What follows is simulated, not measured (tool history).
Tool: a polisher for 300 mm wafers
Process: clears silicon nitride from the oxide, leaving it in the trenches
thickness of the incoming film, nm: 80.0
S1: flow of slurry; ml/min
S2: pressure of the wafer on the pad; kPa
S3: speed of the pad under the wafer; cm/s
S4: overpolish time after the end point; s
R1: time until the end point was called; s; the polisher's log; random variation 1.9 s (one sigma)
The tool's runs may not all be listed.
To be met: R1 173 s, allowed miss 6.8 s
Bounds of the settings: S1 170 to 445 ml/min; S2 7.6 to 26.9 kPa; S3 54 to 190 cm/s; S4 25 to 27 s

| run | hour | S1 | S2 | S3 | S4 | R1 |
|---|---|---|---|---|---|---|
| 1 | 0 | 285 | 17.2 | 122 | 25 | 104.73 |
| 2 | 5.8 | 285 | 16.5 | 122 | 25 | 108.25 |
| 3 | 11.9 | 285 | 16.5 | 122 | 27 | 108.7 |
| 4 | 20.9 | 260 | 16.5 | 122 | 27 | 108.19 |
|  | 21.6 | slurry nozzle cleaned |
| 5 | 21.6 | 260 | 17.9 | 122 | 27 | 98.767 |
| 6 | 24.2 | 260 | 17.9 | 142 | 27 | 82.916 |
| 7 | 30.5 | 260 | 17.9 | 142 | 27 | 84.605 |
| 8 | 37.8 | 260 | 16.5 | 140 | 27 | 92.532 |
| 9 | 41.3 | 260 | 15.9 | 138 | 27 | 98.379 |
| 10 | 49.2 | 260 | 15.2 | 136 | 27 | 100.58 |
| 11 | 53.7 | 260 | 14.5 | 134 | 27 | 108.84 |

Which of these 4 next moves meets every target?
| A | 58.2 | 265 | 13.1 | 82 | 25 | ? |
| B | 58.2 | 310 | 15.2 | 72 | 27 | ? |
| C | 58.2 | 245 | 10.3 | 98 | 25 | ? |
| D | 58.2 | 245 | 10.3 | 112 | 25 | ? |

| move | R1 |
|---|---|
| A | 187.85 |
| B | 184.98 |
| C | 194.26 |
| D | 170.77 |
A: takes the result that was furthest off past its target
B: takes the result that was furthest off past its target
C: takes the result that was furthest off past its target
D: meets every target
The right move is D.
